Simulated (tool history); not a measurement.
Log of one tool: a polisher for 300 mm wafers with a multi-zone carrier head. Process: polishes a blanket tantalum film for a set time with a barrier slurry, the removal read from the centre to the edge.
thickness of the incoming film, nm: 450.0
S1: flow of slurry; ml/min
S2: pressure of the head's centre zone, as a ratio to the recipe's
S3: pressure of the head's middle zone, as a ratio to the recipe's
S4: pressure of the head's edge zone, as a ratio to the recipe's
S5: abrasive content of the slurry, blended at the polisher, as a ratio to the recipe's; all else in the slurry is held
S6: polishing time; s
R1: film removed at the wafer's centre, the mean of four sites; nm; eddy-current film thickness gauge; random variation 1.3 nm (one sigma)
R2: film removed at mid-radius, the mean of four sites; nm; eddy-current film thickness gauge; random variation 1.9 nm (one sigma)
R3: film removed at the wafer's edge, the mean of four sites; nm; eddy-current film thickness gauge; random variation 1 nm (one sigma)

run  hour   S1    S2    S3    S4    S5  S6       R1       R2       R3
  1   0.0  265  1.00  1.00  1.00  1.00  51   96.147   99.087   95.226
  2   3.3  270  1.01  1.03  1.03  1.10  52  103.980  104.520  103.590
  3   7.6  270  1.07  1.03  1.03  1.10  52  107.740  104.220  100.620
  4  15.9  270  1.07  1.03  1.03  1.25  52  111.550  108.130  105.130
  5  24.7  270  1.07  1.03  1.03  1.45  52  113.970  114.350  107.340
  6  25.9  270  1.07  1.03  1.03  1.45  61  136.290  131.400  125.530
  7  28.3  265  1.05  1.04  1.02  1.45  61  132.590  132.950  127.590

The next listed run, before its measurement:
  8  36.7  260  1.04  1.05  1.00  1.45  61   ?   ?   ?

{"run 8": {"R1": 132.82, "R2": 133.15, "R3": 126.19}}
